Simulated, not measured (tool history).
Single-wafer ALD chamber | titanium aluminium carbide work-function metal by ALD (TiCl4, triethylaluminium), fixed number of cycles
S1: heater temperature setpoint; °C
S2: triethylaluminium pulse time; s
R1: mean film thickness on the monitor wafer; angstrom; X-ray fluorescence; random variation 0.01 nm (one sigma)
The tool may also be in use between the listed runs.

run 1 hour=0 | S1=295 S2=12.47 | R1=19.83
run 2 hour=7 | S1=295 S2=10.97 | R1=19.332
run 3 hour=11.1 | S1=304 S2=10.97 | R1=20.194
run 4 hour=16.8 | S1=300 S2=10.19 | R1=19.647
run 5 hour=19.8 | S1=311 S2=10.19 | R1=20.922
run 6 hour=21.6 | S1=315 S2=10.19 | R1=21.057
run 7 hour=28.3 | S1=309 S2=9.2 | R1=20.448
run 8 hour=29.5 | S1=305 S2=8.48 | R1=19.623
-- hour=30.4 triethylaluminium bottle replaced
run 9 hour=30.4 | S1=303 S2=8.07 | R1=20.15
run 10 hour=36.2 | S1=291 S2=12.06 | R1=19.883
run 11 hour=40.2 | S1=288 S2=10.75 | R1=19.198
run 12 hour=46.7 | S1=288 S2=10.75 | R1=19.273
run 13 hour=52.1 | S1=285 S2=9.71 | R1=18.872
run 14 hour=58.8 | S1=283 S2=9.11 | R1=18.698
run 15 hour=63.9 | S1=271 S2=6.59 | R1=16.626

Forecast run 16:
run 16 hour=64.6 | S1=272 S2=6.81 | R1=?

{"run 16": {"R1": 16.802}}
